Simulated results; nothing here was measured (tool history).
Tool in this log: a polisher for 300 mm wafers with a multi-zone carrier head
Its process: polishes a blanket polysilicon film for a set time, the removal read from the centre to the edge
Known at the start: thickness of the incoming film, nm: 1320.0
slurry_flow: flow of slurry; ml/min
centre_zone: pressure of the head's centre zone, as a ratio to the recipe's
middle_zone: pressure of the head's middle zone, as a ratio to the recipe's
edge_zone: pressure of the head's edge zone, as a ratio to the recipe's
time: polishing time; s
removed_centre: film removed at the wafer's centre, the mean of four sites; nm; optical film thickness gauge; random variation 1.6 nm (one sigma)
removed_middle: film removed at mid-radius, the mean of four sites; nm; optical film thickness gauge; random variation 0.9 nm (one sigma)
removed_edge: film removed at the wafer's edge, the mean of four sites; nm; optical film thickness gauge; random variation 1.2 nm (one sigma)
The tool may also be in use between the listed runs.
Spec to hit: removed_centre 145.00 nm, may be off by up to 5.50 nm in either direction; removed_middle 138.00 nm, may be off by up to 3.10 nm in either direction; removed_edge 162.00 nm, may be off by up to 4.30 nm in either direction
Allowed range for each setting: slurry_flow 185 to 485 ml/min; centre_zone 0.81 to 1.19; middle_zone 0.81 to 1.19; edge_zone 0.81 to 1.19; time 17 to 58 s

run  hour  slurry_flow  centre_zone  middle_zone  edge_zone  time  removed_centre  removed_middle  removed_edge
  1   0.0          310         1.00         1.00       1.00    37          288.32          284.46        289.56
  2   4.3          310         1.00         1.00       0.92    37          290.97          283.12        273.81
  3   5.8          310         1.00         1.00       0.89    37          295.28          286.69        272.37
  4  12.6          300         0.98         0.97       0.90    34          262.19          255.93        251.96
  5  17.5          300         0.94         0.97       0.90    34          255.93          255.90        247.32
  6  20.6          290         0.93         0.94       0.92    31          229.71          223.48        227.18
  7  21.7          280         0.91         0.92       0.93    29          206.88          203.85        215.06
  8  23.8          270         0.90         0.90       0.93    28          201.52          193.55        208.44
  9  31.6          265         0.88         0.89       0.93    27          192.10          184.61        201.14
 10  38.0          260         0.87         0.88       0.93    26          183.00          175.82        192.99
 11  39.4          260         0.87         0.88       0.93    26          180.23          177.83        192.30
 12  45.2          250         0.87         0.87       0.93    25          174.40          167.30        186.73
 13  54.0          240         0.86         0.86       0.92    24          161.87          158.64        175.50
 14  60.5          230         0.86         0.85       0.92    24          161.77          155.52        174.91
 15  68.3          225         0.86         0.84       0.92    24          161.07          153.75        176.29
 16  73.3          220         0.86         0.83       0.92    24          157.94          152.62        170.93
 17  75.3          220         0.86         0.83       0.93    24          163.22          152.43        175.43
 18  79.3          215         0.85         0.83       0.93    24          159.80          149.57        173.30
 19  86.8          210         0.84         0.83       0.93    24          157.98          152.54        172.44
 20  89.8          215         0.84         0.83       0.93    23          152.72          146.06        168.00
 21  94.6          210         0.84         0.83       0.93    23          151.90          144.03        165.18

5 candidate next runs follow, results not yet known. Just one meets every target within its allowed miss. Identify it.
  A  99.4          305         0.89         0.87       1.07    20               ?               ?             ?
  B  99.4          200         1.01         0.81       1.07    21               ?               ?             ?
  C  99.4          200         0.98         0.82       0.85    23               ?               ?             ?
  D  99.4          185         0.91         0.96       0.84    23               ?               ?             ?
  E  99.4          200         0.84         0.87       0.87    24               ?               ?             ?

move  removed_centre  removed_middle  removed_edge
   A          143.78          137.16        160.14
   B          155.33          128.13        161.12
   C          166.34          141.80        158.27
   D          155.09          159.29        155.48
   E          155.14          155.41        166.77
A: in spec on every target
B: carries the result that was furthest off beyond its target, to the other side
C: moves away from the targets compared with the last run
D: moves away from the targets compared with the last run
E: moves away from the targets compared with the last run
The right move is A.
